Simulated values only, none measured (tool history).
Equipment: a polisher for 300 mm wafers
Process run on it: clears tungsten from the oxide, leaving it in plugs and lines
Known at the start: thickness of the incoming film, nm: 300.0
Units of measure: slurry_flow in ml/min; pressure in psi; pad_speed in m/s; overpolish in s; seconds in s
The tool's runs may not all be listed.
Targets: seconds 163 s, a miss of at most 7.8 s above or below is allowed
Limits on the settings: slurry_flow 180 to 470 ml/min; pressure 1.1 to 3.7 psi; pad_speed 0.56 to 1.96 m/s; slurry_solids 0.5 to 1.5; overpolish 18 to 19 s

{"run": 1, "day": 0.0, "slurry_flow": 300, "pressure": 2.4, "pad_speed": 1.26, "slurry_solids": 1, "overpolish": 18, "seconds": 76.391}
{"run": 2, "day": 0.062, "slurry_flow": 300, "pressure": 2.1, "pad_speed": 1.2, "slurry_solids": 1, "overpolish": 18, "seconds": 90.935}
{"run": 3, "day": 0.204, "slurry_flow": 300, "pressure": 2.1, "pad_speed": 1.32, "slurry_solids": 1, "overpolish": 18, "seconds": 82.017}
{"run": 4, "day": 0.246, "slurry_flow": 300, "pressure": 2.1, "pad_speed": 1.32, "slurry_solids": 0.85, "overpolish": 18, "seconds": 89.556}
{"day": 0.388, "done": "slurry blender recalibrated"}
{"run": 5, "day": 0.388, "slurry_flow": 300, "pressure": 2.1, "pad_speed": 1.32, "slurry_solids": 0.85, "overpolish": 18, "seconds": 78.039}
{"run": 6, "day": 0.471, "slurry_flow": 230, "pressure": 2.1, "pad_speed": 1.32, "slurry_solids": 0.85, "overpolish": 18, "seconds": 80.418}
{"run": 7, "day": 0.542, "slurry_flow": 235, "pressure": 1.9, "pad_speed": 1.24, "slurry_solids": 0.85, "overpolish": 18, "seconds": 93.556}
{"run": 8, "day": 0.592, "slurry_flow": 240, "pressure": 1.7, "pad_speed": 1.18, "slurry_solids": 0.85, "overpolish": 18, "seconds": 106.87}
{"run": 9, "day": 0.883, "slurry_flow": 240, "pressure": 1.6, "pad_speed": 1.14, "slurry_solids": 0.85, "overpolish": 18, "seconds": 114.84}
{"run": 10, "day": 1.021, "slurry_flow": 240, "pressure": 1.5, "pad_speed": 1.1, "slurry_solids": 0.85, "overpolish": 18, "seconds": 121.38}
{"run": 11, "day": 1.117, "slurry_flow": 240, "pressure": 1.4, "pad_speed": 1.06, "slurry_solids": 0.85, "overpolish": 18, "seconds": 134.57}
{"run": 12, "day": 1.288, "slurry_flow": 240, "pressure": 1.4, "pad_speed": 1.06, "slurry_solids": 0.85, "overpolish": 18, "seconds": 132.6}
{"run": 13, "day": 1.558, "slurry_flow": 240, "pressure": 1.3, "pad_speed": 1.04, "slurry_solids": 0.85, "overpolish": 18, "seconds": 143.48}
{"run": 14, "day": 1.933, "slurry_flow": 245, "pressure": 1.3, "pad_speed": 1.04, "slurry_solids": 0.85, "overpolish": 18, "seconds": 143.07}
{"run": 15, "day": 2.033, "slurry_flow": 250, "pressure": 1.3, "pad_speed": 1.04, "slurry_solids": 0.85, "overpolish": 18, "seconds": 143.24}

Next run, 4 choices. One meets every target within its allowed miss, the rest don't. Which?
{"run": "A", "day": 2.133, "slurry_flow": 290, "pressure": 1.1, "pad_speed": 1.02, "slurry_solids": 0.8, "overpolish": 19, "seconds": "?"}
{"run": "B", "day": 2.133, "slurry_flow": 245, "pressure": 1.3, "pad_speed": 1, "slurry_solids": 0.9, "overpolish": 19, "seconds": "?"}
{"run": "C", "day": 2.133, "slurry_flow": 235, "pressure": 1.2, "pad_speed": 1.2, "slurry_solids": 0.85, "overpolish": 19, "seconds": "?"}
{"run": "D", "day": 2.133, "slurry_flow": 265, "pressure": 1.1, "pad_speed": 1.2, "slurry_solids": 0.85, "overpolish": 18, "seconds": "?"}

move=A seconds=167.66
move=B seconds=149.74
move=C seconds=135.85
move=D seconds=142.39
A: all results in spec
B: nearer than the last run, and not there yet
C: its largest miss is bigger than the last run's
D: as far off as the last run
Go with A: it meets all targets.
